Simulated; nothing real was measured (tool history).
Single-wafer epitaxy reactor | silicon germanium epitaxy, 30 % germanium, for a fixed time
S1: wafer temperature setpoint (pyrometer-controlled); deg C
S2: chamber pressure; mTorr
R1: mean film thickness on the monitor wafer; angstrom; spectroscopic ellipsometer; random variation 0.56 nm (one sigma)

run    day   S1     S2       R1
  1  0.000  625  15300   840.09
  2  0.138  625  12900   794.43
  3  0.250  632  13100   906.28
  4  0.438  638  13100  1008.00
  5  0.538  638  12100   986.03
  6  0.679  641  12200  1042.20

Forecast run 7:
  7  0.733  643  12300   ?

R1: 1078.10 angstrom

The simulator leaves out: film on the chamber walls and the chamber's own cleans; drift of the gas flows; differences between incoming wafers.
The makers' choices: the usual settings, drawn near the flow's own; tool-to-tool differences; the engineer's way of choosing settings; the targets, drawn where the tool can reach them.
